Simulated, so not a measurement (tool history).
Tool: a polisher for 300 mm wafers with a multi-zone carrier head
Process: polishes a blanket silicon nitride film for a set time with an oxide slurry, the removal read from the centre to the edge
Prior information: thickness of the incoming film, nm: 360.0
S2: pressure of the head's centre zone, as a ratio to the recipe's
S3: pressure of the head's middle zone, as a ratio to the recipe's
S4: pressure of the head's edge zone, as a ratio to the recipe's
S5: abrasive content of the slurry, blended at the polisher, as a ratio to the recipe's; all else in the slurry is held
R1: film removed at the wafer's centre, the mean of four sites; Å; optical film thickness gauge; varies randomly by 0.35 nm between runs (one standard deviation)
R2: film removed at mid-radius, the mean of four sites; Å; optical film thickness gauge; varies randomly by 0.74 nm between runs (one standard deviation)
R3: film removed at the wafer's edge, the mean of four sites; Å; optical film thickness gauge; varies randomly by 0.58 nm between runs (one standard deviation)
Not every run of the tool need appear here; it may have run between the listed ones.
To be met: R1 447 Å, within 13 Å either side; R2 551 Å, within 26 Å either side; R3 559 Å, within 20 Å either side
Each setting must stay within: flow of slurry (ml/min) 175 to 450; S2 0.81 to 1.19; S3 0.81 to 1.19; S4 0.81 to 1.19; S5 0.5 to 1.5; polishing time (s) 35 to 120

{"run": 1, "hour": 0.0, "flow of slurry (ml/min)": 290, "S2": 1, "S3": 1, "S4": 1, "S5": 1, "polishing time (s)": 77, "R1": 434.38, "R2": 446.72, "R3": 444.6}
{"run": 2, "hour": 0.7, "flow of slurry (ml/min)": 290, "S2": 1, "S3": 1, "S4": 1, "S5": 1, "polishing time (s)": 64, "R1": 356.19, "R2": 368.51, "R3": 369.19}
{"run": 3, "hour": 4.4, "flow of slurry (ml/min)": 290, "S2": 0.98, "S3": 1.02, "S4": 1.03, "S5": 1.1, "polishing time (s)": 66, "R1": 379, "R2": 391.21, "R3": 413.62}
{"run": 4, "hour": 9.8, "flow of slurry (ml/min)": 225, "S2": 0.98, "S3": 1.02, "S4": 1.03, "S5": 1.1, "polishing time (s)": 66, "R1": 361.98, "R2": 379.25, "R3": 392.21}
{"run": 5, "hour": 14.6, "flow of slurry (ml/min)": 225, "S2": 0.98, "S3": 1.02, "S4": 1.03, "S5": 1.1, "polishing time (s)": 47, "R1": 259.67, "R2": 277.22, "R3": 279.8}
{"run": 6, "hour": 16.9, "flow of slurry (ml/min)": 175, "S2": 0.98, "S3": 1.02, "S4": 1.03, "S5": 1.1, "polishing time (s)": 47, "R1": 248.23, "R2": 266.42, "R3": 278.52}
{"run": 7, "hour": 20.4, "flow of slurry (ml/min)": 195, "S2": 0.96, "S3": 1.06, "S4": 1.06, "S5": 1.2, "polishing time (s)": 53, "R1": 293.01, "R2": 312.41, "R3": 326.77}
{"run": 8, "hour": 22.1, "flow of slurry (ml/min)": 205, "S2": 0.92, "S3": 1.09, "S4": 1.06, "S5": 1.25, "polishing time (s)": 58, "R1": 313.54, "R2": 366.34, "R3": 371.92}
{"run": 9, "hour": 27.9, "flow of slurry (ml/min)": 245, "S2": 0.91, "S3": 1.11, "S4": 1.08, "S5": 1.3, "polishing time (s)": 60, "R1": 335.88, "R2": 400.7, "R3": 396.66}
{"run": 10, "hour": 34.7, "flow of slurry (ml/min)": 265, "S2": 0.9, "S3": 1.11, "S4": 1.1, "S5": 1.35, "polishing time (s)": 63, "R1": 354.08, "R2": 420.19, "R3": 430.13}
{"run": 11, "hour": 42.2, "flow of slurry (ml/min)": 285, "S2": 0.9, "S3": 1.13, "S4": 1.11, "S5": 1.4, "polishing time (s)": 65, "R1": 375.17, "R2": 451.56, "R3": 455.69}
{"run": 12, "hour": 45.8, "flow of slurry (ml/min)": 300, "S2": 0.9, "S3": 1.14, "S4": 1.12, "S5": 1.4, "polishing time (s)": 67, "R1": 391.23, "R2": 458.12, "R3": 479.16}
{"run": 13, "hour": 52.1, "flow of slurry (ml/min)": 315, "S2": 0.89, "S3": 1.15, "S4": 1.12, "S5": 1.4, "polishing time (s)": 68, "R1": 389.11, "R2": 480.62, "R3": 478.04}
{"run": 14, "hour": 60.8, "flow of slurry (ml/min)": 320, "S2": 0.89, "S3": 1.16, "S4": 1.13, "S5": 1.4, "polishing time (s)": 69, "R1": 404.34, "R2": 506.17, "R3": 502.95}
{"run": 15, "hour": 69.6, "flow of slurry (ml/min)": 320, "S2": 0.89, "S3": 1.16, "S4": 1.13, "S5": 1.4, "polishing time (s)": 69, "R1": 399.2, "R2": 483.09, "R3": 495.72}
{"run": 16, "hour": 72.3, "flow of slurry (ml/min)": 330, "S2": 0.89, "S3": 1.17, "S4": 1.13, "S5": 1.4, "polishing time (s)": 70, "R1": 405.76, "R2": 502.62, "R3": 507.18}
{"run": 17, "hour": 75.9, "flow of slurry (ml/min)": 340, "S2": 0.89, "S3": 1.17, "S4": 1.13, "S5": 1.4, "polishing time (s)": 70, "R1": 410.32, "R2": 511.41, "R3": 500.17}

Of the 4 settings listed for the next run, only one would bring every result within its allowed miss of target. Which one?
{"run": "A", "hour": 79.5, "flow of slurry (ml/min)": 270, "S2": 0.9, "S3": 1.15, "S4": 0.99, "S5": 1.5, "polishing time (s)": 83, "R1": "?", "R2": "?", "R3": "?"}
{"run": "B", "hour": 79.5, "flow of slurry (ml/min)": 340, "S2": 0.92, "S3": 1.19, "S4": 1.03, "S5": 1.15, "polishing time (s)": 81, "R1": "?", "R2": "?", "R3": "?"}
{"run": "C", "hour": 79.5, "flow of slurry (ml/min)": 375, "S2": 0.89, "S3": 1.18, "S4": 1.16, "S5": 1.35, "polishing time (s)": 77, "R1": "?", "R2": "?", "R3": "?"}
{"run": "D", "hour": 79.5, "flow of slurry (ml/min)": 375, "S2": 0.93, "S3": 0.95, "S4": 1.09, "S5": 1.5, "polishing time (s)": 76, "R1": "?", "R2": "?", "R3": "?"}

move=A R1=485.76 R2=592.16 R3=571.9
move=B R1=446.78 R2=541.78 R3=519.22
move=C R1=443.03 R2=552.34 R3=560.82
move=D R1=475.27 R2=503.46 R3=560.74
A: meets the target for the result that was furthest off, but another lies outside its allowed miss
B: nearer than the last run, and not there yet
C: all results land within tolerance of their targets
D: meets the target for the result that was furthest off, but another lies outside its allowed miss
So the answer is move C, the one that meets all the targets.
